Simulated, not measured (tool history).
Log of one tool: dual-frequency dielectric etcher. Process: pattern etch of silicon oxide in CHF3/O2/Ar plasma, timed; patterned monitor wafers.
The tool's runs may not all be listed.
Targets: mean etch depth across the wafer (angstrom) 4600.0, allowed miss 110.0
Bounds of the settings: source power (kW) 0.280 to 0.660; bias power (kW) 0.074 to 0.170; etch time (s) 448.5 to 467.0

| run | day | source power (kW) | bias power (kW) | etch time (s) | mean etch depth across the wafer (angstrom) |
|---|---|---|---|---|---|
| 1 | 0.000 | 0.470 | 0.122 | 448.5 | 6214.0 |
| 2 | 0.171 | 0.470 | 0.122 | 448.5 | 6225.9 |
| 3 | 0.483 | 0.430 | 0.122 | 448.5 | 5937.9 |
| 4 | 0.604 | 0.410 | 0.116 | 448.5 | 5634.8 |
| 5 | 0.712 | 0.410 | 0.116 | 467.0 | 5925.6 |
| 6 | 0.975 | 0.360 | 0.116 | 467.0 | 5351.7 |
| 7 | 1.033 | 0.350 | 0.115 | 466.5 | 5289.9 |
| 8 | 1.254 | 0.340 | 0.114 | 466.0 | 5134.9 |
| 9 | 1.417 | 0.330 | 0.114 | 466.0 | 4953.6 |
| 10 | 1.712 | 0.320 | 0.114 | 466.0 | 4860.1 |
| 11 | 1.821 | 0.320 | 0.114 | 466.0 | 4849.7 |
| 12 | 2.008 | 0.280 | 0.105 | 463.0 | 4009.3 |
| 13 | 2.229 | 0.350 | 0.106 | 463.0 | 5058.1 |
| 14 | 2.500 | 0.340 | 0.106 | 463.0 | 4978.4 |
| 15 | 2.854 | 0.330 | 0.106 | 463.0 | 4834.6 |
| 16 | 3.158 | 0.280 | 0.103 | 462.5 | 3935.4 |
| 17 | 3.538 | 0.340 | 0.104 | 462.5 | 4927.3 |

Which of these 5 next moves meets every target?
| A | 3.917 | 0.340 | 0.091 | 448.5 | ? |
| B | 3.917 | 0.390 | 0.124 | 450.5 | ? |
| C | 3.917 | 0.290 | 0.113 | 460.0 | ? |
| D | 3.917 | 0.310 | 0.105 | 448.5 | ? |
| E | 3.917 | 0.300 | 0.119 | 448.5 | ? |

| move | mean etch depth across the wafer (angstrom) |
|---|---|
| A | 4639.0 |
| B | 5580.3 |
| C | 4231.3 |
| D | 4373.0 |
| E | 4355.2 |
A: meets every target
B: further off than the last run
C: takes the result that was furthest off past its target
D: takes the result that was furthest off past its target
E: takes the result that was furthest off past its target
Answer: A
